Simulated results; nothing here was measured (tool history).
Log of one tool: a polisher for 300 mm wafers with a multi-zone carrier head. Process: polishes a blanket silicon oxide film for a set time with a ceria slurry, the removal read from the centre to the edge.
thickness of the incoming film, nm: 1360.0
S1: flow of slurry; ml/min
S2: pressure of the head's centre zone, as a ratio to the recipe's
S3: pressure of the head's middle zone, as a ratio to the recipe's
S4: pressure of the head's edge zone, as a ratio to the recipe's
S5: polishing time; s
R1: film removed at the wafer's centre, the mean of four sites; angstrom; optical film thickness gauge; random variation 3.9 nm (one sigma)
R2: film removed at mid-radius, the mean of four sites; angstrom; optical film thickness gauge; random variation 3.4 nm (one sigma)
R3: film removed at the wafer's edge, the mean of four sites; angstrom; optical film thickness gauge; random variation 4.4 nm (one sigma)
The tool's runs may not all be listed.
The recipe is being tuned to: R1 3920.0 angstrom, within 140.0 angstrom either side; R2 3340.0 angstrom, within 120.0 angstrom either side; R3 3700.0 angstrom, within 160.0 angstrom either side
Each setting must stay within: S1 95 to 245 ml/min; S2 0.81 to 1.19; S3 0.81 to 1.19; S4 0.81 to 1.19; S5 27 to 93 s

| run | hour | S1 | S2 | S3 | S4 | S5 | R1 | R2 | R3 |
|---|---|---|---|---|---|---|---|---|---|
| 1 | 0.0 | 155 | 1.00 | 1.00 | 1.00 | 59 | 4240.4 | 4146.3 | 4194.4 |
| 2 | 1.2 | 150 | 1.00 | 0.97 | 0.98 | 58 | 4161.3 | 4020.7 | 4173.7 |
| 3 | 7.4 | 185 | 1.00 | 0.97 | 0.98 | 58 | 4287.7 | 4097.8 | 4220.5 |
| 4 | 10.4 | 180 | 1.01 | 0.95 | 0.97 | 56 | 4153.8 | 3985.4 | 4031.0 |
| 5 | 18.2 | 175 | 1.02 | 0.92 | 0.98 | 55 | 4115.0 | 3757.9 | 4006.6 |
| 6 | 25.8 | 170 | 1.03 | 0.91 | 0.97 | 54 | 4030.3 | 3655.5 | 3897.2 |
| 7 | 31.5 | 165 | 1.04 | 0.90 | 0.96 | 54 | 4089.3 | 3662.5 | 3865.5 |
| 8 | 34.8 | 160 | 1.04 | 0.88 | 0.96 | 54 | 3983.6 | 3519.8 | 3898.1 |
| 9 | 39.5 | 160 | 1.05 | 0.87 | 0.95 | 54 | 4065.5 | 3546.3 | 3786.9 |

5 next moves are on the table. One of them brings every result within its allowed miss. Which?
| A | 44.2 | 185 | 1.03 | 0.92 | 0.88 | 54 | ? | ? | ? |
| B | 44.2 | 205 | 1.19 | 0.95 | 0.86 | 51 | ? | ? | ? |
| C | 44.2 | 145 | 1.02 | 0.81 | 0.93 | 54 | ? | ? | ? |
| D | 44.2 | 130 | 0.97 | 0.96 | 1.00 | 56 | ? | ? | ? |
| E | 44.2 | 160 | 1.06 | 0.96 | 0.84 | 55 | ? | ? | ? |

| move | R1 | R2 | R3 |
|---|---|---|---|
| A | 4034.5 | 3768.3 | 3714.7 |
| B | 4383.0 | 3684.9 | 3510.2 |
| C | 3808.9 | 3339.5 | 3697.2 |
| D | 3692.4 | 3757.1 | 3898.3 |
| E | 4096.3 | 3846.8 | 3638.3 |
A: moves away from the targets compared with the last run
B: moves away from the targets compared with the last run
C: all results land within tolerance of their targets
D: moves away from the targets compared with the last run
E: moves away from the targets compared with the last run
Correct choice: C, which meets every target
